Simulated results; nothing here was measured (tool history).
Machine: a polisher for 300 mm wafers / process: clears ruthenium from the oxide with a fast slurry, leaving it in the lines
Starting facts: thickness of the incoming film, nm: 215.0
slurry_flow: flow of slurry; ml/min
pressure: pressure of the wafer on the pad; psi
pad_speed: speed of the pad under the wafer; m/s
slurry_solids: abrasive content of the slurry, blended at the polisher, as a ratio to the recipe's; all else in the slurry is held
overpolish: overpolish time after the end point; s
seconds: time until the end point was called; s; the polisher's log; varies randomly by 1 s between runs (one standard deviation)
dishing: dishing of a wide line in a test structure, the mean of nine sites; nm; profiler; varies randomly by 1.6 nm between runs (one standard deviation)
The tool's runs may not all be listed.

Run 1, hour 0: slurry_flow 270 ml/min, pressure 1.6 psi, pad_speed 0.96 m/s, slurry_solids 1, overpolish 21 s. Result: seconds 97.649 s, dishing 34.55 nm.
Run 2, hour 4.2: slurry_flow 305 ml/min, pressure 1.6 psi, pad_speed 0.96 m/s, slurry_solids 1, overpolish 21 s. Result: seconds 99.622 s, dishing 36.013 nm.
Run 3, hour 5.5: slurry_flow 315 ml/min, pressure 1.7 psi, pad_speed 0.96 m/s, slurry_solids 1, overpolish 23 s. Result: seconds 95.224 s, dishing 39.399 nm.
Run 4, hour 13.9: slurry_flow 315 ml/min, pressure 1.8 psi, pad_speed 0.96 m/s, slurry_solids 1, overpolish 26 s. Result: seconds 91.923 s, dishing 45.328 nm.
Run 5, hour 22.1: slurry_flow 315 ml/min, pressure 1.9 psi, pad_speed 0.96 m/s, slurry_solids 1, overpolish 28 s. Result: seconds 89.091 s, dishing 49.679 nm.
Run 6, hour 23.6: slurry_flow 315 ml/min, pressure 2 psi, pad_speed 0.96 m/s, slurry_solids 1, overpolish 30 s. Result: seconds 82.534 s, dishing 54.499 nm.
Run 7, hour 31: slurry_flow 315 ml/min, pressure 2 psi, pad_speed 0.96 m/s, slurry_solids 1, overpolish 32 s. Result: seconds 85.575 s, dishing 59.998 nm.
Run 8, hour 36.7: slurry_flow 315 ml/min, pressure 2.3 psi, pad_speed 0.96 m/s, slurry_solids 1, overpolish 34 s. Result: seconds 76.557 s, dishing 64.641 nm.

Forecast run 9:
Run 9, hour 39.9: slurry_flow 315 ml/min, pressure 2.3 psi, pad_speed 0.96 m/s, slurry_solids 1, overpolish 35 s. Result: seconds ?, dishing ?.

seconds: 77.853 s
dishing: 67.498 nm

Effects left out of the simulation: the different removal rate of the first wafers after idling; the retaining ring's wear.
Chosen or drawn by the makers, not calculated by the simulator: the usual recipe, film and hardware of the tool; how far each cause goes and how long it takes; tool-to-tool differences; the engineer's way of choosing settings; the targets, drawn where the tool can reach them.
